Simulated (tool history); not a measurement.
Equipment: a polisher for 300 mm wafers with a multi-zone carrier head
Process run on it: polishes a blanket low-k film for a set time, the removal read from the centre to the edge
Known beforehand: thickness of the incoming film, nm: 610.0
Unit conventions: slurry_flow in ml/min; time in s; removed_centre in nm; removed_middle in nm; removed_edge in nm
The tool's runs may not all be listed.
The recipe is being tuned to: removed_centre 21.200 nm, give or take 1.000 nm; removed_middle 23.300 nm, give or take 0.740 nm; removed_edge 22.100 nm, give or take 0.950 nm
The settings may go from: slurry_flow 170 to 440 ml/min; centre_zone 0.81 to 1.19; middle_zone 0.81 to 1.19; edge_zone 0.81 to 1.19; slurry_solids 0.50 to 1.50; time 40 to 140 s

run	hour	slurry_flow	centre_zone	middle_zone	edge_zone	slurry_solids	time	removed_centre	removed_middle	removed_edge
1	0.0	280	1.00	1.00	1.00	1.00	90	16.890	17.510	17.683
2	2.6	280	1.00	1.00	1.00	0.85	90	17.076	16.730	16.803
3	9.3	285	1.02	1.02	1.01	0.90	91	17.127	17.271	17.761
4	13.1	285	0.95	1.02	1.01	0.90	91	16.023	17.717	17.175
5	18.1	245	0.95	1.02	1.01	0.90	91	15.960	17.137	17.310
6	23.9	245	0.95	1.02	0.94	0.90	91	16.140	17.229	16.486
7	30.7	250	0.97	1.04	0.95	0.95	92	16.665	18.027	16.992
8	39.2	255	0.99	1.05	0.96	1.00	93	17.470	18.526	17.790
9	40.5	260	1.00	1.07	0.97	1.05	93	18.133	19.369	17.944
10	44.9	260	1.01	1.08	0.99	1.10	93	18.647	19.619	18.636
11	48.3	265	1.01	1.09	1.01	1.15	93	18.399	20.015	19.390
12	51.6	270	1.02	1.10	1.02	1.20	93	19.635	20.449	19.184
13	60.3	270	1.01	1.10	1.03	1.25	93	19.184	21.242	19.109
14	63.1	265	1.01	1.10	1.05	1.25	94	19.490	21.039	20.286
15	64.2	270	1.01	1.11	1.06	1.25	94	19.575	21.331	20.582

Of the 4 settings listed for the next run, only one would bring every result within its allowed miss of target. Which one?
A	65.3	225	1.13	0.89	1.19	1.05	105	?	?	?
B	65.3	295	1.15	1.02	0.96	1.40	87	?	?	?
C	65.3	230	1.03	1.13	1.11	1.40	86	?	?	?
D	65.3	290	0.99	1.10	1.03	1.25	103	?	?	?

move	removed_centre	removed_middle	removed_edge
A	22.270	18.477	22.659
B	21.104	19.217	18.728
C	18.194	20.247	19.492
D	20.751	23.441	22.128
A: further off than the last run
B: further off than the last run
C: further off than the last run
D: all results land within tolerance of their targets
Correct choice: D, which meets every target

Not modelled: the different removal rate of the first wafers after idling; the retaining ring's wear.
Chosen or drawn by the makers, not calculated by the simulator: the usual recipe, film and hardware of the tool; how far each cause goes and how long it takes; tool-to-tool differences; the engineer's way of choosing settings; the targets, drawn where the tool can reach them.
